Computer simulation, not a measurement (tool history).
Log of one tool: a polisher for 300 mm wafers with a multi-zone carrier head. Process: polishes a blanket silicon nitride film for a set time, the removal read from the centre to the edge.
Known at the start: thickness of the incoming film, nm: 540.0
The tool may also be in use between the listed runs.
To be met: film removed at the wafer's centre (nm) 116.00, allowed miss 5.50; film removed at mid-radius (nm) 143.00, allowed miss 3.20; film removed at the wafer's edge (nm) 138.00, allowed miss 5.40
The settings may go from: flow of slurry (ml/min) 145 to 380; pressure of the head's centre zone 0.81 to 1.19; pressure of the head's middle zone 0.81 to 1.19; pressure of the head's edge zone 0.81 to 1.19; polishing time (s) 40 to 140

run  hour  flow of slurry (ml/min)  pressure of the head's centre zone  pressure of the head's middle zone  pressure of the head's edge zone  polishing time (s)  film removed at the wafer's centre (nm)  film removed at mid-radius (nm)  film removed at the wafer's edge (nm)
  1   0.0                      245                                1.00                                1.00                              1.00                  90                                   141.37                           142.43                                 141.64
  2   2.2                      245                                1.00                                1.00                              1.00                 109                                   167.24                           171.54                                 171.53
  3   3.9                      245                                0.96                                1.00                              1.00                 109                                   163.43                           172.85                                 171.88
  4   7.5                      245                                0.96                                1.00                              0.94                 109                                   158.19                           172.99                                 164.84
  5  11.1                      245                                0.96                                0.94                              0.94                 109                                   164.74                           163.61                                 168.67
  6  16.9                      240                                0.94                                0.94                              0.94                 107                                   155.69                           160.00                                 164.50
  7  18.8                      235                                0.93                                0.94                              0.93                 106                                   153.81                           158.28                                 157.55
  8  23.0                      240                                0.92                                0.95                              0.94                 104                                   152.21                           158.64                                 160.70
  9  24.0                      230                                0.91                                0.96                              0.95                 102                                   141.49                           154.78                                 157.99
 10  25.7                      225                                0.90                                0.96                              0.94                 101                                   140.20                           153.10                                 153.68

Which of these 5 next moves meets every target?
  A  27.4                      170                                0.83                                0.97                              1.02                 103                                        ?                                ?                                      ?
  B  27.4                      195                                0.85                                1.02                              0.97                  91                                        ?                                ?                                      ?
  C  27.4                      225                                0.85                                0.96                              0.96                  96                                        ?                                ?                                      ?
  D  27.4                      255                                0.90                                0.83                              1.03                 110                                        ?                                ?                                      ?
  E  27.4                      210                                1.10                                0.97                              0.84                  93                                        ?                                ?                                      ?

move  film removed at the wafer's centre (nm)  film removed at mid-radius (nm)  film removed at the wafer's edge (nm)
   A                                   131.20                           154.23                                 157.57
   B                                   120.63                           144.14                                 137.19
   C                                   129.16                           146.49                                 145.62
   D                                   158.61                           150.42                                 174.39
   E                                   161.10                           142.06                                 132.03
A: nearer than the last run, and not there yet
B: meets every target
C: nearer than the last run, and not there yet
D: further off than the last run
E: further off than the last run
The right move is B.

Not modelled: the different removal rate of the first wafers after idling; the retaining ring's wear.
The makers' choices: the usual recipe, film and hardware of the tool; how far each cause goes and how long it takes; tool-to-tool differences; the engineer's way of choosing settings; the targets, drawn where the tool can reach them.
